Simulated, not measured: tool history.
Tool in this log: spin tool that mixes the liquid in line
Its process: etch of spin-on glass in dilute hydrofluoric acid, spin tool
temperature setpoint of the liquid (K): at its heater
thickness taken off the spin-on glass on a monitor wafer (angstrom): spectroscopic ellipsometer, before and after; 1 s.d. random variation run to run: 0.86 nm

run  hour  temperature setpoint of the liquid (K)  parts of water to one part of 49 % hydrofluoric acid (parts by volume)  time under the liquid (s)  thickness taken off the spin-on glass on a monitor wafer (angstrom)
  1   0.0                                  296.15                                                                     180                        305                                                               359.15
  2   2.2                                  298.65                                                                     145                        305                                                               511.34
  3   9.3                                  298.65                                                                     145                        325                                                               545.54
  4  15.7                                  300.15                                                                     125                        325                                                               682.71
  5  23.5                                  301.15                                                                     115                        325                                                               777.06
  6  30.3                                  302.15                                                                     110                        325                                                               849.90

What will run 7 give?
  7  36.4                                  302.65                                                                     105                        325                                                                    ?

Run 7 gave thickness taken off the spin-on glass on a monitor wafer (angstrom) 916.26.
